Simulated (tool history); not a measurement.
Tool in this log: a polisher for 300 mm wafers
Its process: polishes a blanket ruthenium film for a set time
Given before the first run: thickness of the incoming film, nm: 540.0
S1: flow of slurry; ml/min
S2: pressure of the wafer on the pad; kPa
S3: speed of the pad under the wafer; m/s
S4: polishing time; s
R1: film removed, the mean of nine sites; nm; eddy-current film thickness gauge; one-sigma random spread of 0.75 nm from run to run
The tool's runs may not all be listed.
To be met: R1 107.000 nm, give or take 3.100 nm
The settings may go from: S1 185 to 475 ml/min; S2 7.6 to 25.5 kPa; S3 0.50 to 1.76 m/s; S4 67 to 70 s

run  hour   S1    S2    S3  S4       R1
  1   0.0  305  16.5  1.12  67  112.130
  2   1.9  305  16.5  1.12  67  112.120
  3   5.1  275  16.5  1.12  67  111.310
  4  12.4  275  16.5  0.90  67   89.996
  5  13.6  275  17.2  0.90  67   93.516
  6  20.7  275  17.2  0.90  67   92.823
  7  25.4  280  17.9  0.90  67   95.646
  8  29.7  280  18.6  0.90  67   99.495
  9  33.1  280  18.6  0.90  67   99.985
 10  40.1  280  19.3  0.90  67  101.840

Of the 4 settings listed for the next run, only one would bring every result within its allowed miss of target. Which one?
  A  47.1  250  16.5  1.00  67   ?
  B  47.1  300  18.6  0.92  67   ?
  C  47.1  290  17.9  0.98  69   ?
  D  47.1  255  20.0  0.84  68   ?

move       R1
   A   97.851
   B  100.720
   C  106.610
   D   98.390
A: moves away from the targets compared with the last run
B: moves away from the targets compared with the last run
C: every result within its allowed miss
D: moves away from the targets compared with the last run
Go with C: it meets all targets.
